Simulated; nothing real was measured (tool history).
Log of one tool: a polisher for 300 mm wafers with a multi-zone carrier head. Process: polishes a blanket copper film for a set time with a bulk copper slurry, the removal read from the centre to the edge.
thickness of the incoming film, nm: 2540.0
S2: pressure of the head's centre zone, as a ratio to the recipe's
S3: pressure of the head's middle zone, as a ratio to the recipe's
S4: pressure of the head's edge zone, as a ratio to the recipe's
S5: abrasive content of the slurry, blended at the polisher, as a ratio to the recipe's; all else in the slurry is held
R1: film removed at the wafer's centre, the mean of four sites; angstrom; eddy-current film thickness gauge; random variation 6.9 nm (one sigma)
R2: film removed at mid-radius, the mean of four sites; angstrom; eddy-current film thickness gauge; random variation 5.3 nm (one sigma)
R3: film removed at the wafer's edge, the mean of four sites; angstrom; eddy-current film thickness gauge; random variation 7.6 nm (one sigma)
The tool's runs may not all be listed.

run 1 day=0.000 | flow_of_slurry_(ml/min)=245 S2=1.00 S3=1.00 S4=1.00 S5=1.00 polishing_time_(s)=60 | R1=5739.0 R2=6083.5 R3=6158.0
run 2 day=0.304 | flow_of_slurry_(ml/min)=255 S2=1.02 S3=1.03 S4=1.03 S5=1.05 polishing_time_(s)=60 | R1=5951.5 R2=6316.1 R3=6303.6
run 3 day=0.433 | flow_of_slurry_(ml/min)=255 S2=1.02 S3=1.03 S4=1.11 S5=1.05 polishing_time_(s)=60 | R1=5996.3 R2=6396.3 R3=6610.6
run 4 day=0.533 | flow_of_slurry_(ml/min)=255 S2=1.02 S3=1.03 S4=1.11 S5=0.90 polishing_time_(s)=60 | R1=5689.8 R2=6095.9 R3=6338.0
run 5 day=0.700 | flow_of_slurry_(ml/min)=265 S2=1.04 S3=1.05 S4=1.12 S5=1.00 polishing_time_(s)=60 | R1=6057.7 R2=6375.3 R3=6466.6
-- day=0.838 centre zone pressure recalibrated
run 6 day=0.838 | flow_of_slurry_(ml/min)=310 S2=1.04 S3=1.05 S4=1.12 S5=1.00 polishing_time_(s)=60 | R1=6488.6 R2=6487.1 R3=6511.5

Run 7 comes next. What will it give?
run 7 day=1.004 | flow_of_slurry_(ml/min)=310 S2=1.03 S3=1.06 S4=1.13 S5=1.05 polishing_time_(s)=60 | R1=? R2=? R3=?

Run 7 gave R1 6479.7 angstrom, R2 6548.5 angstrom, R3 6657.4 angstrom.
